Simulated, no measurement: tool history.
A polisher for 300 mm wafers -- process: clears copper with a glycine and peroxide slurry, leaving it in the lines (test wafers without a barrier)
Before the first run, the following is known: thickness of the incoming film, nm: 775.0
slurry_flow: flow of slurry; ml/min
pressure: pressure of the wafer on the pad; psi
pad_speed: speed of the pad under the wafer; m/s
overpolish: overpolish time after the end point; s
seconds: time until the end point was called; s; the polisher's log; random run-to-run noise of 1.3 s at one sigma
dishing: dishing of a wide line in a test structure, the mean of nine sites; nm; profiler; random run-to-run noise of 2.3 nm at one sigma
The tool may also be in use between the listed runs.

| run | day | slurry_flow | pressure | pad_speed | overpolish | seconds | dishing |
|---|---|---|---|---|---|---|---|
| 1 | 0 | 170 | 3.3 | 1.1 | 20 | 136.9 | 69.811 |
| 2 | 0.229 | 170 | 3.3 | 1.32 | 20 | 117.34 | 76.755 |
| 3 | 0.454 | 170 | 3.7 | 1.32 | 22 | 104.36 | 90.119 |
| 4 | 0.5 | 170 | 3.9 | 1.32 | 24 | 98.803 | 99.519 |
| 5 | 0.767 | 170 | 3.9 | 1.58 | 24 | 84.993 | 108.76 |
| 6 | 1.129 | 170 | 3.9 | 1.56 | 26 | 87.182 | 117.37 |

What does the tool deliver on the next run?
| 7 | 1.283 | 170 | 3.9 | 1.56 | 27 | ? | ? |

seconds: 86.406 s
dishing: 117 nm
